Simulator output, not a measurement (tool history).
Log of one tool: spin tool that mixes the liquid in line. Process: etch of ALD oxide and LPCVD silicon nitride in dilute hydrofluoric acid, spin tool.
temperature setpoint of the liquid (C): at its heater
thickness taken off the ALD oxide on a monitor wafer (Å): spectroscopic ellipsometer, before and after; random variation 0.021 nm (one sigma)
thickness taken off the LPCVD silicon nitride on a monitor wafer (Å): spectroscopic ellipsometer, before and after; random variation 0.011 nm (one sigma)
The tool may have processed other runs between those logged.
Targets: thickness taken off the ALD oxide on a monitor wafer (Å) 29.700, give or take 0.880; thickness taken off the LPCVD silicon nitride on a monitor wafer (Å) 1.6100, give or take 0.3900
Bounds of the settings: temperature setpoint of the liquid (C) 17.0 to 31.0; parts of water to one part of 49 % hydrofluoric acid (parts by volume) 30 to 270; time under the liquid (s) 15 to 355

| run | hour | temperature setpoint of the liquid (C) | parts of water to one part of 49 % hydrofluoric acid (parts by volume) | time under the liquid (s) | thickness taken off the ALD oxide on a monitor wafer (Å) | thickness taken off the LPCVD silicon nitride on a monitor wafer (Å) |
|---|---|---|---|---|---|---|
| 1 | 0.0 | 23.0 | 150 | 180 | 98.970 | 5.4563 |
| 2 | 3.1 | 23.0 | 150 | 220 | 122.730 | 6.8323 |
| 3 | 10.1 | 23.0 | 180 | 220 | 97.607 | 5.6618 |
| 4 | 11.6 | 23.0 | 230 | 220 | 73.023 | 4.6240 |
| 5 | 12.6 | 23.0 | 230 | 250 | 83.145 | 6.1135 |
| 6 | 15.9 | 22.0 | 240 | 225 | 67.949 | 4.2068 |
| 7 | 19.5 | 22.0 | 245 | 195 | 57.156 | 3.3742 |
| 8 | 27.0 | 22.0 | 250 | 170 | 48.549 | 3.1051 |
| 9 | 29.2 | 21.0 | 255 | 160 | 43.585 | 2.8347 |
| 10 | 34.7 | 20.0 | 255 | 150 | 38.547 | 2.6394 |
| 11 | 38.0 | 20.0 | 260 | 145 | 36.531 | 2.2640 |
| 12 | 44.9 | 19.5 | 260 | 145 | 36.130 | 2.1299 |
| 13 | 48.6 | 19.0 | 260 | 145 | 35.300 | 1.8027 |
| 14 | 55.9 | 19.0 | 260 | 140 | 34.362 | 1.9564 |
| 15 | 59.5 | 19.0 | 260 | 140 | 34.178 | 2.0431 |
| 16 | 65.0 | 18.5 | 260 | 140 | 33.496 | 1.9261 |
| 17 | 66.5 | 18.0 | 260 | 140 | 32.623 | 1.8027 |

Below are 5 possible settings for the next run. Only one of them brings all results inside the allowed miss of their targets. Which is it?
| A | 68.0 | 17.0 | 260 | 130 | ? | ? |
| B | 68.0 | 18.5 | 260 | 145 | ? | ? |
| C | 68.0 | 18.0 | 220 | 130 | ? | ? |
| D | 68.0 | 22.5 | 270 | 105 | ? | ? |
| E | 68.0 | 17.0 | 240 | 110 | ? | ? |

| move | thickness taken off the ALD oxide on a monitor wafer (Å) | thickness taken off the LPCVD silicon nitride on a monitor wafer (Å) |
|---|---|---|
| A | 29.575 | 1.6364 |
| B | 34.938 | 2.0143 |
| C | 37.653 | 2.0516 |
| D | 27.987 | 1.8158 |
| E | 27.587 | 1.4944 |
A: each result inside its tolerance
B: misses by more than the last run did
C: misses by more than the last run did
D: carries the result that was furthest off beyond its target, to the other side
E: carries the result that was furthest off beyond its target, to the other side
A meets every target.

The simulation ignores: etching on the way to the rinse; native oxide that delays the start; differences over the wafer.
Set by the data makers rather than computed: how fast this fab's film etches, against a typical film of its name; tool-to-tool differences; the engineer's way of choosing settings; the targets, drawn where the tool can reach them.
